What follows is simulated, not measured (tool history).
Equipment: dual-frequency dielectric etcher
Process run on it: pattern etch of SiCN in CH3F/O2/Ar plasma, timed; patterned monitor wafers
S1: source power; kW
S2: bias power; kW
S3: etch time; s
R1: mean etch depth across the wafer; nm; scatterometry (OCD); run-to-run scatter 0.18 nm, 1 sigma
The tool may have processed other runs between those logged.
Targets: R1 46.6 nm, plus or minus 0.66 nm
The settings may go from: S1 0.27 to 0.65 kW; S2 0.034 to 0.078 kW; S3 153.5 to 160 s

Run 1, hour 0: S1 0.46 kW, S2 0.056 kW, S3 153.5 s. Result: R1 58.973 nm.
Run 2, hour 2.8: S1 0.4 kW, S2 0.056 kW, S3 153.5 s. Result: R1 55.118 nm.
Run 3, hour 10.2: S1 0.33 kW, S2 0.056 kW, S3 153.5 s. Result: R1 50.007 nm.
Run 4, hour 14.8: S1 0.32 kW, S2 0.056 kW, S3 153.5 s. Result: R1 49.139 nm.
Run 5, hour 23.5: S1 0.4 kW, S2 0.056 kW, S3 153.5 s. Result: R1 54.752 nm.
Run 6, hour 25: S1 0.4 kW, S2 0.061 kW, S3 153.5 s. Result: R1 56.879 nm.
Run 7, hour 30.5: S1 0.38 kW, S2 0.06 kW, S3 153.5 s. Result: R1 54.945 nm.
Run 8, hour 36.9: S1 0.36 kW, S2 0.059 kW, S3 153.5 s. Result: R1 52.826 nm.
Run 9, hour 44.1: S1 0.34 kW, S2 0.059 kW, S3 153.5 s. Result: R1 51.813 nm.
Run 10, hour 46: S1 0.33 kW, S2 0.059 kW, S3 153.5 s. Result: R1 50.905 nm.
Run 11, hour 46.7: S1 0.32 kW, S2 0.059 kW, S3 153.5 s. Result: R1 49.681 nm.
Run 12, hour 52: S1 0.31 kW, S2 0.059 kW, S3 153.5 s. Result: R1 49.034 nm.
Run 13, hour 53: S1 0.3 kW, S2 0.059 kW, S3 153.5 s. Result: R1 48.102 nm.
Run 14, hour 54.1: S1 0.3 kW, S2 0.059 kW, S3 153.5 s. Result: R1 48.221 nm.
Run 15, hour 57.6: S1 0.29 kW, S2 0.059 kW, S3 153.5 s. Result: R1 47.214 nm.

Which single option among these 5 for the next run brings every result within its allowed miss of target? Just one does.
Run A, hour 61.1: S1 0.27 kW, S2 0.06 kW, S3 156 s. Result: R1 ?.
Run B, hour 61.1: S1 0.28 kW, S2 0.06 kW, S3 158 s. Result: R1 ?.
Run C, hour 61.1: S1 0.28 kW, S2 0.06 kW, S3 160 s. Result: R1 ?.
Run D, hour 61.1: S1 0.28 kW, S2 0.058 kW, S3 158.5 s. Result: R1 ?.
Run E, hour 61.1: S1 0.28 kW, S2 0.066 kW, S3 155 s. Result: R1 ?.

move      R1
   A  46.289
   B  47.873
   C  48.479
   D  47.465
   E   48.56
A: in spec on every target
B: lands further from the targets than the last run did
C: lands further from the targets than the last run did
D: lands further from the targets than the last run did
E: lands further from the targets than the last run did
Move A is the one to make.

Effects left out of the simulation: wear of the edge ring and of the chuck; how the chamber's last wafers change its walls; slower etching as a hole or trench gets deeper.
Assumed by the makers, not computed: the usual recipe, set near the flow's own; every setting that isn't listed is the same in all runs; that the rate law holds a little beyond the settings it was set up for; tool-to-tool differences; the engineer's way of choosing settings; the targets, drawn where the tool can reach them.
